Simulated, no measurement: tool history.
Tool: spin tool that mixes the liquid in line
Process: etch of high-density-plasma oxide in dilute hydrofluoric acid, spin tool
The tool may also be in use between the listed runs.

run	day	temperature setpoint of the liquid (C)	parts of water to one part of 49 % hydrofluoric acid (parts by volume)	time under the liquid (s)	thickness taken off the high-density-plasma oxide on a monitor wafer (Å)
1	0.000	25.0	290	275	42.861
2	0.212	25.0	290	295	45.673
3	0.379	27.5	290	295	49.094
4	0.683	27.5	355	295	36.946
5	0.871	31.0	355	295	42.522
6	0.983	29.5	360	295	40.360

Run 7 comes next. What will it give?
7	1.325	28.5	365	295	?

{"run 7": {"thickness taken off the high-density-plasma oxide on a monitor wafer (Å)": 38.071}}
